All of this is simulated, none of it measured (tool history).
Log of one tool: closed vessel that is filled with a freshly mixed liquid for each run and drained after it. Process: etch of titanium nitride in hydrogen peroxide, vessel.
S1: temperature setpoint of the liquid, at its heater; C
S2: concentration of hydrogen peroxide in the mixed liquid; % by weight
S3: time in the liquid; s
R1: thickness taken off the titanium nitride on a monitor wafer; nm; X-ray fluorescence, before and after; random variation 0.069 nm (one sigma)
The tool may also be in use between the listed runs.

run,hour,S1,S2,S3,R1
1,0,42,17.5,1000,11.96
2,5.4,42,15,1000,11.583
3,7.3,42,18.5,1000,12.034
4,15.8,40,18.5,1000,10.54
5,22.8,40,18.5,1065,11.352
6,31.7,38,18.5,1065,9.7216
7,35.9,37,18.5,1065,8.827
8,44.2,36,18.5,1065,8.1652
9,50.9,35.5,18.5,1065,7.7412
10,57.1,35.5,18.5,1065,7.8309

Forecast run 11:
11,62.1,35,18.5,1065,?

R1: 7.5272 nm

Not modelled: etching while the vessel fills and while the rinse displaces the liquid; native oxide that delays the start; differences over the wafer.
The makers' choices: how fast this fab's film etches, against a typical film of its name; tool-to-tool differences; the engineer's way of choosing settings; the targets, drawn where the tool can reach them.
